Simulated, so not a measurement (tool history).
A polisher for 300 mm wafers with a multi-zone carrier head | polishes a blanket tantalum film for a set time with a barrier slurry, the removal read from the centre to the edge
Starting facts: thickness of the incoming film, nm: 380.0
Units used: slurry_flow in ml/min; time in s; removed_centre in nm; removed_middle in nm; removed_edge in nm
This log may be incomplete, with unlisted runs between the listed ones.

run	hour	slurry_flow	centre_zone	middle_zone	edge_zone	slurry_solids	time	removed_centre	removed_middle	removed_edge
1	0	275	1	1	1	1	56	108.62	108.44	107.64
2	5.5	275	1	1	0.95	1	56	108.18	110.87	104.1
3	8.7	270	0.98	0.98	0.93	0.9	54	99.952	98.336	99.796
4	15.9	270	0.98	0.98	0.93	0.8	54	96.066	95.492	93.009
5	20.4	270	1.05	0.98	0.93	0.8	54	101.44	94.279	93.847
6	24.7	270	1.03	0.99	0.92	0.75	52	95.173	91.252	89.707
7	25.9	270	1.01	0.99	0.91	0.7	50	88.411	85.218	83.351
8	34.3	270	0.99	0.99	0.9	0.65	49	82.221	81.439	78.351
9	38	270	0.97	0.98	0.89	0.6	48	77.283	77.884	76.241
10	39	270	0.96	0.98	0.88	0.6	47	74.834	77.119	73.251
11	42.9	245	0.86	0.88	0.81	0.5	45	59.437	64.059	63.619
12	50.7	255	0.87	0.89	0.81	0.5	45	61.736	62.081	63.458
13	57.9	255	0.87	0.9	0.81	0.5	45	60.376	64.103	62.74
14	60	255	0.87	0.9	0.81	0.5	45	60.367	65.105	64.19
15	63.2	260	0.88	0.91	0.81	0.5	45	61.385	65.006	62.99

Run 16 comes next. What will it give?
16	71.7	260	0.88	0.91	0.82	0.5	45	?	?	?

Logged for run 16: removed_centre 61.275 nm, removed_middle 64.814 nm, removed_edge 63.103 nm.
